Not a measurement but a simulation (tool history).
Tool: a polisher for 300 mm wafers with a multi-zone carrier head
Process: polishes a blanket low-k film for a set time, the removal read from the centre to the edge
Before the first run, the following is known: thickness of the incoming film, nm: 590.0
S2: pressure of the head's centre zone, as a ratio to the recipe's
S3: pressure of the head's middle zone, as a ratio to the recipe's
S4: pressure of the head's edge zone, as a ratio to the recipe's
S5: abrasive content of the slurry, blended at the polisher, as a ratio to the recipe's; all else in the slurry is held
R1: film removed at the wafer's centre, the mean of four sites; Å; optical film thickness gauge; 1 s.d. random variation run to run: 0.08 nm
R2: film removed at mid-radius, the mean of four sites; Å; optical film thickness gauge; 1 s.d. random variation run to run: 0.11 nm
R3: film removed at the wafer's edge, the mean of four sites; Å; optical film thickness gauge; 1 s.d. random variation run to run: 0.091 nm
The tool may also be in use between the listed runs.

Run 1, day 0: flow of slurry (ml/min) 170, S2 1, S3 1, S4 1, S5 1, polishing time (s) 34. Result: R1 144.54 Å, R2 140.54 Å, R3 142.48 Å.
Run 2, day 0.358: flow of slurry (ml/min) 160, S2 0.96, S3 0.96, S4 0.96, S5 0.9, polishing time (s) 34. Result: R1 129.48 Å, R2 124.55 Å, R3 128.96 Å.
Run 3, day 0.692: flow of slurry (ml/min) 150, S2 0.92, S3 0.94, S4 0.94, S5 0.9, polishing time (s) 34. Result: R1 121.78 Å, R2 121.95 Å, R3 126.11 Å.
Run 4, day 0.938: flow of slurry (ml/min) 140, S2 0.9, S3 0.91, S4 0.92, S5 0.9, polishing time (s) 34. Result: R1 118.61 Å, R2 116.61 Å, R3 126.32 Å.
Run 5, day 1.167: flow of slurry (ml/min) 140, S2 0.9, S3 0.91, S4 0.92, S5 1.1, polishing time (s) 34. Result: R1 135.94 Å, R2 137.58 Å, R3 146 Å.
Run 6, day 1.412: flow of slurry (ml/min) 140, S2 0.9, S3 0.91, S4 0.87, S5 1.1, polishing time (s) 34. Result: R1 136.93 Å, R2 135.74 Å, R3 143.3 Å.
Run 7, day 1.767: flow of slurry (ml/min) 120, S2 0.83, S3 0.87, S4 0.82, S5 0.85, polishing time (s) 33. Result: R1 98.82 Å, R2 101.98 Å, R3 108.1 Å.

Run 8, settings as shown, results not yet in. Your forecast:
Run 8, day 1.975: flow of slurry (ml/min) 130, S2 0.83, S3 0.87, S4 0.83, S5 0.85, polishing time (s) 33. Result: R1 ?, R2 ?, R3 ?.

Run 8 yielded R1 100.5 Å, R2 103.63 Å, R3 109.54 Å.
